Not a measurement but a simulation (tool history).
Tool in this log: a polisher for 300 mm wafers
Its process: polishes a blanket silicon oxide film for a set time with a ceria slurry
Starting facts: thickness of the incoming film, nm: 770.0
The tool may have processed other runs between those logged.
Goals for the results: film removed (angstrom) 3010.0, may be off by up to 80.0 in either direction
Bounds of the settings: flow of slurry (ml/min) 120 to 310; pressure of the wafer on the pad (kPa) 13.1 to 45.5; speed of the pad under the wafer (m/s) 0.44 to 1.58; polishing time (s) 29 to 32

| run | hour | flow of slurry (ml/min) | pressure of the wafer on the pad (kPa) | speed of the pad under the wafer (m/s) | polishing time (s) | film removed (angstrom) |
|---|---|---|---|---|---|---|
| 1 | 0.0 | 200 | 29.0 | 1.00 | 32 | 2154.7 |
| 2 | 6.6 | 200 | 29.0 | 0.80 | 32 | 1793.9 |
| 3 | 12.6 | 205 | 30.3 | 0.80 | 32 | 1875.5 |
| 4 | 13.1 | 205 | 30.3 | 0.56 | 32 | 1393.3 |
| 5 | 21.3 | 210 | 32.4 | 0.58 | 32 | 1547.6 |
| 6 | 28.8 | 210 | 24.8 | 0.58 | 32 | 1201.8 |
| 7 | 34.8 | 210 | 27.6 | 0.60 | 32 | 1355.2 |
| 8 | 42.4 | 215 | 29.6 | 0.62 | 32 | 1519.0 |
| 9 | 49.9 | 225 | 31.7 | 0.62 | 32 | 1633.4 |
| 10 | 55.7 | 230 | 33.1 | 0.62 | 32 | 1682.6 |
| 11 | 61.7 | 230 | 34.5 | 0.64 | 32 | 1797.2 |
| 12 | 67.2 | 235 | 35.9 | 0.66 | 32 | 1912.1 |
| 13 | 72.6 | 235 | 37.2 | 0.68 | 32 | 2040.5 |
| 14 | 79.2 | 235 | 37.2 | 0.68 | 32 | 2027.9 |
| 15 | 84.0 | 240 | 37.9 | 0.70 | 32 | 2137.2 |
| 16 | 84.8 | 240 | 38.6 | 0.72 | 32 | 2216.7 |
| 17 | 93.7 | 240 | 39.3 | 0.74 | 32 | 2304.7 |
| 18 | 100.7 | 260 | 45.5 | 0.80 | 32 | 2876.7 |
| 19 | 107.7 | 260 | 45.5 | 0.82 | 32 | 2923.7 |

Exactly one of the 4 candidate moves below puts every result within its allowed miss. Which one?
| A | 114.7 | 285 | 43.4 | 0.94 | 29 | ? |
| B | 114.7 | 235 | 37.9 | 1.04 | 32 | ? |
| C | 114.7 | 275 | 44.1 | 0.88 | 29 | ? |
| D | 114.7 | 250 | 45.5 | 0.80 | 32 | ? |

| move | film removed (angstrom) |
|---|---|
| A | 2866.6 |
| B | 2969.0 |
| C | 2741.6 |
| D | 2849.0 |
A: misses by more than the last run did
B: meets every target
C: misses by more than the last run did
D: misses by more than the last run did
B is the move that brings every result within its allowed miss.

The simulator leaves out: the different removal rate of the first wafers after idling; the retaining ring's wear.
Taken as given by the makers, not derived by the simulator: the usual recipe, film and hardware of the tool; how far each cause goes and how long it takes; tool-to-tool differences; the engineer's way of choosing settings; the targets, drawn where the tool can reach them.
